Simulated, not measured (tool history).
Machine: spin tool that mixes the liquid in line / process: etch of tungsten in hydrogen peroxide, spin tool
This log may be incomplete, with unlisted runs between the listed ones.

run,hour,temperature setpoint of the liquid (K),concentration of hydrogen peroxide in the mixed liquid (% by weight),time under the liquid (s),thickness taken off the tungsten on a monitor wafer (Å)
1,0.0,315.15,25.5,45,332.68
2,4.0,315.15,25.5,50,365.40
3,11.1,315.15,30.0,50,403.74
4,20.1,317.65,30.0,50,464.81
5,24.6,317.65,30.0,50,470.13
6,29.2,319.65,30.0,50,536.53

Run 7 comes next. What will it give?
7,32.3,320.65,30.0,50,?

thickness taken off the tungsten on a monitor wafer (Å): 566.50

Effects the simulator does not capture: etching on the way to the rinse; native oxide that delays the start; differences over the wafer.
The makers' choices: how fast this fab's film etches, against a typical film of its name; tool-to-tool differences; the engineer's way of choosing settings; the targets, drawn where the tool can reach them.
